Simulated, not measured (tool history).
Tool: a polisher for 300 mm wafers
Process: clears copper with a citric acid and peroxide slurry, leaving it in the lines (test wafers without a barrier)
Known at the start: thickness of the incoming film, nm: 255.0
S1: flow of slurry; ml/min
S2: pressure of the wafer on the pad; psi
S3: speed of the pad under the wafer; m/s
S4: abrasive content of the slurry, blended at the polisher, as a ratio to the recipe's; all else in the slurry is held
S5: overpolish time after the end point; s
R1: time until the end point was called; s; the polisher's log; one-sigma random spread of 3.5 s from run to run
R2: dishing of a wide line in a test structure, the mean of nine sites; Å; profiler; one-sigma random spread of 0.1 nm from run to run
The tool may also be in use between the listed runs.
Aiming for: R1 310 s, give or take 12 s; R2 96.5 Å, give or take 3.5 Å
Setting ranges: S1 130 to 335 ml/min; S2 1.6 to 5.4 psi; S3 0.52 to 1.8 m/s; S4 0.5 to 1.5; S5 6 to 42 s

run    day   S1   S2    S3    S4  S5      R1      R2
  1      0  215  3.5  1.16     1  21  110.59   196.1
  2  0.329  210    3     1  0.95  17  144.39  164.03
  3  0.429  210    3     1   0.8  17  150.83  159.01
  4  0.471  210    3     1  0.65  17  157.39  148.83
  5    0.8  210  2.7   0.9   0.6  14  191.41  121.65
  6  1.033  210  2.4  0.84   0.6  14  219.56  108.21
  7  1.071  210  2.2   0.8  0.65  16   242.3  111.24
  8  1.179  210    2  0.78  0.65  16  266.21  102.46
  9  1.529  210  1.9  0.78  0.65  17  278.55  104.63
 10  1.846  210  1.8  0.78  0.65  17   289.7  103.62
 11  1.992  205  1.6  0.78  0.65  14  318.13  80.314
 12  2.162  225  1.6  0.76  0.65  14  324.19  78.951
 13  2.358  205  1.6  0.76  0.65  14  327.55  80.933
 14  2.629  205  1.7  0.74  0.65  15  317.68  86.995
 15  2.954  205  1.7  0.74  0.65  15  315.09  84.971
 16  3.008  210  1.7  0.74  0.65  16  322.44  90.639
 17  3.162  235  1.9  0.74  0.65  18  280.06  107.99
 18  3.521  220  1.9  0.74  0.65  18  285.45  106.31

4 next moves are on the table. One of them brings every result within its allowed miss. Which?
  A  3.879  215  1.8  0.76   0.5  17   ?   ?
  B  3.879  195  1.7  0.72  0.75  19   ?   ?
  C  3.879  190    2  0.76   0.6  15   ?   ?
  D  3.879  210  2.2  0.68   0.5  17   ?   ?

move      R1      R2
   A  313.17  96.426
   B  310.84  105.07
   C   277.3  96.366
   D  282.25  104.55
A: each result inside its tolerance
B: better than the last run, though not everything is in spec
C: the worst result of the last run now meets its target, but another is out of spec
D: better than the last run, though not everything is in spec
Move A is the one to make.

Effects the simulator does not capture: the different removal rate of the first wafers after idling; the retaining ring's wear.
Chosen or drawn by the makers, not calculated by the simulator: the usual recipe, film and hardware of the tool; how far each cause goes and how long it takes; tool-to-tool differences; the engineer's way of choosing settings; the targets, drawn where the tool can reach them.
